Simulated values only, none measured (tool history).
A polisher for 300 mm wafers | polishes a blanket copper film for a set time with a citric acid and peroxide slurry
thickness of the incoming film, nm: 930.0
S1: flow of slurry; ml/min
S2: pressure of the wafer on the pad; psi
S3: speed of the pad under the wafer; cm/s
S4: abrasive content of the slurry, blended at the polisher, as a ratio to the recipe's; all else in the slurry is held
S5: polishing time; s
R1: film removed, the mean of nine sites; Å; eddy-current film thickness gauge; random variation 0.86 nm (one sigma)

run	day	S1	S2	S3	S4	S5	R1
1	0.000	140	4.1	130	1.0	64	2025.7
2	0.054	140	3.2	130	1.0	64	1660.3
3	0.121	140	3.2	130	0.8	64	1594.0
4	0.188	140	3.2	156	0.8	64	1911.2
5	0.417	140	3.9	156	0.8	64	2201.1
6	0.554	140	4.7	156	0.8	64	2620.5

Run 7 comes next. What will it give?
7	0.796	135	4.2	150	0.8	64	?

{"run 7": {"R1": 2266.2}}

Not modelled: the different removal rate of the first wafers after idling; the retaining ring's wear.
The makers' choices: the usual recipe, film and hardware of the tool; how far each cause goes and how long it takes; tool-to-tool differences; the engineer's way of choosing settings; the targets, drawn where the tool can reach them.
